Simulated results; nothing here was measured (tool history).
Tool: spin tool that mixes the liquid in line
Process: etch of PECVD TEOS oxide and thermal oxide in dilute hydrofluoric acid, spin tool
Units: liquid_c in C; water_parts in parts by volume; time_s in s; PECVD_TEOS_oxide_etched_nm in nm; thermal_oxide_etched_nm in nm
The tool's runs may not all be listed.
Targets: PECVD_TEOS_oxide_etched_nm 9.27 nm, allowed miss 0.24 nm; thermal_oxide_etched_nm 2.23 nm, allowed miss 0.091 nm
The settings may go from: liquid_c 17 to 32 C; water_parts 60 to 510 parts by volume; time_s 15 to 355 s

run  hour  liquid_c  water_parts  time_s  PECVD_TEOS_oxide_etched_nm  thermal_oxide_etched_nm
  1     0        24          285     180                      10.425                   2.5159
  2   3.9        24          285     210                      12.111                   2.9171
  3  10.4        24          285     130                       7.526                   1.7881
  4  17.4      24.5          285     130                       7.585                   1.8181
  5  25.7      24.5          285     175                      10.311                   2.5056
  6  34.4      24.5          220     175                      14.411                   3.4857
  7  39.7      23.5          225     175                      13.401                   3.2111
  8  45.9        23          230     175                      12.804                   3.0751
  9    54      22.5          235     175                      12.337                   2.9676
 10  54.9      22.5          235     175                      12.141                   2.9676
 11  58.7        22          240     175                      11.749                   2.8447
 12    62      21.5          240     175                      11.359                   2.8166
 13  70.6      21.5          245     175                      11.277                   2.6887
 14    76        21          245     175                      11.125                   2.6941
 15  84.3      17.5          270     175                      8.5384                   1.9982
 16  87.2        18          270     175                      8.5795                   2.1199
 17  95.8      18.5          270     175                      8.8392                   2.1275

4 next moves are on the table. One of them brings every result within its allowed miss. Which?
  A  104.4        19          270     195                           ?                        ?
  B  104.4        17          230     175                           ?                        ?
  C  104.4      19.5          315     215                           ?                        ?
  D  104.4        17          395     340                           ?                        ?

move  PECVD_TEOS_oxide_etched_nm  thermal_oxide_etched_nm
   A                      10.045                   2.4263
   B                      10.156                   2.4531
   C                      9.2932                   2.2447
   D                      10.021                   2.4204
A: takes the result that was furthest off past its target
B: takes the result that was furthest off past its target
C: meets every target
D: takes the result that was furthest off past its target
Answer: C
